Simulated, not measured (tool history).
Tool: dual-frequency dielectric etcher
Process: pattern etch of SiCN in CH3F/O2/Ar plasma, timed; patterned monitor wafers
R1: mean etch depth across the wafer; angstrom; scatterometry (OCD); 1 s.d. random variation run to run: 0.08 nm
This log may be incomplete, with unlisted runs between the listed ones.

Run 1, hour 0: source power (kW) 0.44, bias power (kW) 0.086, etch time (s) 62.5. Result: R1 241.66 angstrom.
Run 2, hour 3.1: source power (kW) 0.44, bias power (kW) 0.086, etch time (s) 65. Result: R1 250.38 angstrom.
Run 3, hour 8: source power (kW) 0.44, bias power (kW) 0.076, etch time (s) 65. Result: R1 236.28 angstrom.
Run 4, hour 13: source power (kW) 0.42, bias power (kW) 0.075, etch time (s) 65. Result: R1 230.53 angstrom.
Run 5, hour 19.1: source power (kW) 0.42, bias power (kW) 0.075, etch time (s) 65. Result: R1 230.7 angstrom.
Run 6, hour 20.8: source power (kW) 0.4, bias power (kW) 0.074, etch time (s) 65. Result: R1 225.29 angstrom.

Run 7 is up next; what results do you expect?
Run 7, hour 25.9: source power (kW) 0.39, bias power (kW) 0.073, etch time (s) 65. Result: R1 ?.

{"run 7": {"R1": 222.48}}

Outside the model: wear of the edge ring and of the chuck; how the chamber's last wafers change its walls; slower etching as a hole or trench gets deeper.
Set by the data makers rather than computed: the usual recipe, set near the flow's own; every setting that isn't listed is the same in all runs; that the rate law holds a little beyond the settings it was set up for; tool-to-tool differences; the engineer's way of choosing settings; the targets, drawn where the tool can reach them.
